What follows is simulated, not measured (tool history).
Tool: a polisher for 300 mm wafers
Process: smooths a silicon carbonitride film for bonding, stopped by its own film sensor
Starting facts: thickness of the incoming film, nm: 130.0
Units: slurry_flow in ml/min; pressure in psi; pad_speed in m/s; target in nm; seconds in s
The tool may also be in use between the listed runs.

run	hour	slurry_flow	pressure	pad_speed	slurry_solids	target	seconds
1	0	315	1.3	1.02	1	97	149.75
2	4.2	315	1.3	1.02	1	97	147.59
3	9.5	315	1.2	1.02	1	97	164.42
4	16.5	385	1.2	1.02	1	97	162.45
5	19.8	385	1.4	1.04	1	97	138.3
6	27	435	1.4	1.04	1	97	132.66
7	27.6	435	1.4	1.04	1	97	133.84
8	28.6	435	1.4	1.04	1	97	133.15

Forecast run 9:
9	33.6	435	1.8	1.1	1	97	?

Run 9 came out at seconds 97.185 s.

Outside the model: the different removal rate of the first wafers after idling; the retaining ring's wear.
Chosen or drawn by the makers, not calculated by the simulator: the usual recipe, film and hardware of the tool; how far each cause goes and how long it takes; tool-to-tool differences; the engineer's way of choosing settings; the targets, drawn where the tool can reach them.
